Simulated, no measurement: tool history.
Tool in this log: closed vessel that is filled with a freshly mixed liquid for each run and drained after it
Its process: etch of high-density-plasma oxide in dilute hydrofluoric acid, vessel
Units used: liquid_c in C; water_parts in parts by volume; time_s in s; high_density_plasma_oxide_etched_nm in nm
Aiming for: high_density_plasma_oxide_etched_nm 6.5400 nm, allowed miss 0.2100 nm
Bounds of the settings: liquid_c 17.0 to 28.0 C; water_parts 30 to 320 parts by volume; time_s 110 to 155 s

run,day,liquid_c,water_parts,time_s,high_density_plasma_oxide_etched_nm
1,0.000,20.0,175,155,3.9489
2,0.121,20.0,225,155,2.9499
3,0.208,18.0,225,155,2.7122
4,0.521,17.0,225,155,2.6173
5,0.846,17.0,180,155,3.4292
6,1.162,18.5,175,155,3.7267
7,1.517,19.5,170,155,4.0708
8,1.750,20.5,165,155,4.3134
9,2.021,21.5,160,155,4.7123
10,2.208,22.5,160,155,4.8963

Next run, 4 choices. One meets every target within its allowed miss, the rest don't. Which?
A,2.396,22.0,175,110,?
B,2.396,20.5,115,155,?
C,2.396,22.0,110,155,?
D,2.396,23.5,195,150,?

move,high_density_plasma_oxide_etched_nm
A,3.0832
B,6.6485
C,7.4254
D,3.9094
A: lands further from the targets than the last run did
B: all results land within tolerance of their targets
C: carries the result that was furthest off beyond its target, to the other side
D: lands further from the targets than the last run did
B meets every target.
